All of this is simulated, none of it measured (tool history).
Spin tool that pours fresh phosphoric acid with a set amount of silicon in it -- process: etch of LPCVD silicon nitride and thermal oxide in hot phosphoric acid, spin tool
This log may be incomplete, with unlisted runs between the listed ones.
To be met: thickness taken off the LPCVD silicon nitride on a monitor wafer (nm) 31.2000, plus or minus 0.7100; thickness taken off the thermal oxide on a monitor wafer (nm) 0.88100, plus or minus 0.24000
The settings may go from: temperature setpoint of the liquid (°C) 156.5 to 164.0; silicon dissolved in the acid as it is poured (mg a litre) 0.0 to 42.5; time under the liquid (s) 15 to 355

| run | hour | temperature setpoint of the liquid (°C) | silicon dissolved in the acid as it is poured (mg a litre) | time under the liquid (s) | thickness taken off the LPCVD silicon nitride on a monitor wafer (nm) | thickness taken off the thermal oxide on a monitor wafer (nm) |
|---|---|---|---|---|---|---|
| 1 | 0.0 | 159.0 | 18.5 | 180 | 17.7420 | 0.29558 |
| 2 | 1.8 | 158.0 | 18.5 | 180 | 17.2830 | 0.31024 |
| 3 | 9.0 | 157.0 | 18.5 | 180 | 16.7010 | 0.26185 |
| 4 | 10.1 | 157.0 | 18.5 | 150 | 13.9390 | 0.25385 |
| 5 | 11.2 | 158.5 | 14.0 | 175 | 17.0720 | 0.31299 |
| 6 | 18.5 | 158.5 | 14.0 | 100 | 9.7583 | 0.20933 |
| 7 | 20.4 | 161.0 | 2.0 | 190 | 20.2030 | 0.62859 |
| 8 | 26.1 | 161.5 | 3.0 | 205 | 22.1070 | 0.59005 |
| 9 | 30.5 | 162.0 | 2.5 | 215 | 23.5640 | 0.67133 |
| 10 | 36.0 | 162.0 | 2.5 | 225 | 24.6060 | 0.74508 |

Which one of the following 5 next-run settings gets every result inside its allowed miss? There is exactly one.
| A | 41.5 | 161.5 | 15.0 | 325 | ? | ? |
| B | 41.5 | 164.0 | 8.0 | 265 | ? | ? |
| C | 41.5 | 161.0 | 15.0 | 320 | ? | ? |
| D | 41.5 | 161.5 | 16.0 | 325 | ? | ? |
| E | 41.5 | 162.0 | 11.5 | 255 | ? | ? |

| move | thickness taken off the LPCVD silicon nitride on a monitor wafer (nm) | thickness taken off the thermal oxide on a monitor wafer (nm) |
|---|---|---|
| A | 35.0740 | 0.75232 |
| B | 31.0710 | 0.86545 |
| C | 33.9630 | 0.71396 |
| D | 35.0740 | 0.73351 |
| E | 27.9820 | 0.66596 |
A: carries the result that was furthest off beyond its target, to the other side
B: all results in spec
C: carries the result that was furthest off beyond its target, to the other side
D: carries the result that was furthest off beyond its target, to the other side
E: closer than the last run, but not yet in spec
B meets every target.
